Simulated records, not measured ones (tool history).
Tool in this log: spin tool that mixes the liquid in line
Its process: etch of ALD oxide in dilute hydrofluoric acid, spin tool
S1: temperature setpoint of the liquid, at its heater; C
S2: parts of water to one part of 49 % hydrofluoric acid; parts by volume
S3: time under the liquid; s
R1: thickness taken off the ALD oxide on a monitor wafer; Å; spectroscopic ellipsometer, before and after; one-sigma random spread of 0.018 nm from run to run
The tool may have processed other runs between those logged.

{"run": 1, "hour": 0.0, "S1": 24, "S2": 180, "S3": 30, "R1": 28.058}
{"run": 2, "hour": 4.2, "S1": 24, "S2": 180, "S3": 25, "R1": 23.67}
{"run": 3, "hour": 11.5, "S1": 21.5, "S2": 180, "S3": 25, "R1": 21.475}
{"run": 4, "hour": 14.6, "S1": 20, "S2": 180, "S3": 25, "R1": 20.08}
{"run": 5, "hour": 16.3, "S1": 20, "S2": 180, "S3": 30, "R1": 24.306}
{"run": 6, "hour": 24.4, "S1": 20, "S2": 180, "S3": 25, "R1": 20.26}
{"run": 7, "hour": 29.6, "S1": 24, "S2": 180, "S3": 25, "R1": 23.447}

Predict the results of run 8:
{"hour": 32.4, "done": "thermometer replaced"}
{"run": 8, "hour": 32.4, "S1": 26.5, "S2": 170, "S3": 25, "R1": "?"}

For run 8 the tool returned R1 26.1 Å.
